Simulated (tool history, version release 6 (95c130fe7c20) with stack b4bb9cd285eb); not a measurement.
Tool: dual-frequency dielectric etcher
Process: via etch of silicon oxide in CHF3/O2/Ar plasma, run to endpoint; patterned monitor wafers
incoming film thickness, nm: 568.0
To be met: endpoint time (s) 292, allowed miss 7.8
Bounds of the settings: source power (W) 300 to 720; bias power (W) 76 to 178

run  hour  source power (W)  bias power (W)  endpoint time (s)
  1     0               510             127             352.57
  2   4.1               590             127             335.78
  3   5.3               530             127             343.34
  4    11               560             134             333.93
  5  19.9               600             134             331.16
  6  24.7               600             145             316.73
  7  27.4               620             148             313.02
  8  33.1               640             151             302.82
  9  35.3               640             151             303.07
 10  41.8               650             152             301.73

5 next moves are on the table. One of them brings every result within its allowed miss. Which?
  A  48.3               720             129                  ?
  B  48.3               690             129                  ?
  C  48.3               590             139                  ?
  D  48.3               590             143                  ?
  E  48.3               690             157                  ?

move  endpoint time (s)
   A             315.76
   B             320.28
   C             326.19
   D             322.12
   E             293.88
A: further off than the last run
B: further off than the last run
C: further off than the last run
D: further off than the last run
E: meets every target
Move E is the one to make.

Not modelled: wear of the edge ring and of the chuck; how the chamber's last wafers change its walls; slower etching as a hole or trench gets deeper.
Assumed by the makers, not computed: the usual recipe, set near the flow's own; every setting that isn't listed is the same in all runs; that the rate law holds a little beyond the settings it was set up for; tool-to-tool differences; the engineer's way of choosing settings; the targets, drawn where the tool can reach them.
